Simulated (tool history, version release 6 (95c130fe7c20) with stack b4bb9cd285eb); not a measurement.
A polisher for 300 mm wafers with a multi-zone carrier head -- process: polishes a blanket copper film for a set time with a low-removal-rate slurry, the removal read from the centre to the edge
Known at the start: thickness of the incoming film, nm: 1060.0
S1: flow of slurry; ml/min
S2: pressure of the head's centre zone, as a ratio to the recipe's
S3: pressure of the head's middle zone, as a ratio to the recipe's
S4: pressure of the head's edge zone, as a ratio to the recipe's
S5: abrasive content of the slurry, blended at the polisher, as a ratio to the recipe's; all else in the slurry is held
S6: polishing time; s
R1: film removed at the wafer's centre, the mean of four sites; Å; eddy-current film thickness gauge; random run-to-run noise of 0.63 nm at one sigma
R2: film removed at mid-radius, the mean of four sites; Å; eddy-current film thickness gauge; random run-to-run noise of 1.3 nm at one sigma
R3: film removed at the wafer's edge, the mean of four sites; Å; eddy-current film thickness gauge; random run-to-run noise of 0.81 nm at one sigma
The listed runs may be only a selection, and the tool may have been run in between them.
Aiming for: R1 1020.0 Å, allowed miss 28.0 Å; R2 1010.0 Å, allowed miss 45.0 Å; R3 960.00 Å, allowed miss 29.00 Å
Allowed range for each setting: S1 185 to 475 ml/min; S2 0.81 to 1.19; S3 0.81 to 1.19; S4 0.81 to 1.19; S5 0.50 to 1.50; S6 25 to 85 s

run  hour   S1    S2    S3    S4    S5  S6      R1      R2       R3
  1   0.0  305  1.00  1.00  1.00  1.00  55  1224.3  1215.4  1234.20
  2   0.9  305  1.00  1.00  1.00  0.80  55  1190.0  1145.6  1164.30
  3   7.3  305  1.00  1.00  1.00  0.60  55  1116.6  1121.9  1114.60
  4  13.0  235  1.00  1.00  1.00  0.60  55  1079.0  1054.6  1080.60
  5  20.5  235  1.00  1.00  1.05  0.60  55  1073.9  1081.5  1101.50
  6  23.6  235  1.00  1.07  1.05  0.60  55  1069.3  1132.8  1112.70
  7  31.4  235  1.00  1.06  1.00  0.55  54  1049.1  1103.0  1044.30
  8  36.0  230  1.00  1.05  0.98  0.55  54  1037.8  1084.9  1039.70
  9  42.8  225  1.01  1.04  0.96  0.55  54  1044.9  1061.5  1007.50
 10  51.5  220  1.01  1.03  0.95  0.55  54  1037.9  1049.6  1003.60
 11  53.9  215  1.01  1.03  0.94  0.55  54  1035.4  1056.0   997.18
 12  58.5  210  1.01  1.02  0.93  0.55  54  1023.8  1035.4   991.51

Which of these 4 next moves meets every target?
  A  63.1  210  0.99  1.02  0.83  0.55  59   ?   ?   ?
  B  63.1  220  1.00  1.04  0.89  0.60  55   ?   ?   ?
  C  63.1  185  1.02  1.13  0.87  0.50  56   ?   ?   ?
  D  63.1  225  1.02  1.02  0.90  0.65  51   ?   ?   ?

move      R1      R2       R3
   A  1099.6  1112.9  1050.20
   B  1060.6  1079.0  1031.30
   C  1032.1  1108.2   983.28
   D  1021.7  1001.8   977.95
A: the biggest miss grows against the last run
B: the biggest miss grows against the last run
C: gets the furthest-off result to its target, but another result is out of tolerance
D: every result lands within tolerance
D is the move that brings every result within its allowed miss.

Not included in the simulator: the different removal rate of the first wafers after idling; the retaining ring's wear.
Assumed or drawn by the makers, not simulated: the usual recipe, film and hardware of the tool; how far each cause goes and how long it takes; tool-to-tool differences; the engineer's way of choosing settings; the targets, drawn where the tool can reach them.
